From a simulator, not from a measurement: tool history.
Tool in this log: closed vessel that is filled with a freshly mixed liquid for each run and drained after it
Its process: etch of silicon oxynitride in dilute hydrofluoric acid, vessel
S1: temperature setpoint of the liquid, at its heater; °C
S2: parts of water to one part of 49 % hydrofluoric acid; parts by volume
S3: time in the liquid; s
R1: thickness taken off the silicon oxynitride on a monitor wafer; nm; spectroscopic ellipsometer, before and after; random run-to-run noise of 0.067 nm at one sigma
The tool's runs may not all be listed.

run 1 hour=0 | S1=23 S2=120 S3=280 | R1=8.9664
run 2 hour=4.9 | S1=23 S2=95 S3=280 | R1=11.531
run 3 hour=10.7 | S1=25.5 S2=95 S3=280 | R1=12.78
run 4 hour=19.4 | S1=25.5 S2=130 S3=280 | R1=9.122
run 5 hour=28.2 | S1=24.5 S2=130 S3=280 | R1=8.7299
run 6 hour=32.8 | S1=22.5 S2=130 S3=280 | R1=7.9767
run 7 hour=37.6 | S1=22 S2=130 S3=280 | R1=7.8606
run 8 hour=45.5 | S1=21.5 S2=130 S3=280 | R1=7.6876

Estimate the outcome of run 9 from the log above:
run 9 hour=47.6 | S1=21.5 S2=130 S3=280 | R1=?

{"run 9": {"R1": 7.6871}}

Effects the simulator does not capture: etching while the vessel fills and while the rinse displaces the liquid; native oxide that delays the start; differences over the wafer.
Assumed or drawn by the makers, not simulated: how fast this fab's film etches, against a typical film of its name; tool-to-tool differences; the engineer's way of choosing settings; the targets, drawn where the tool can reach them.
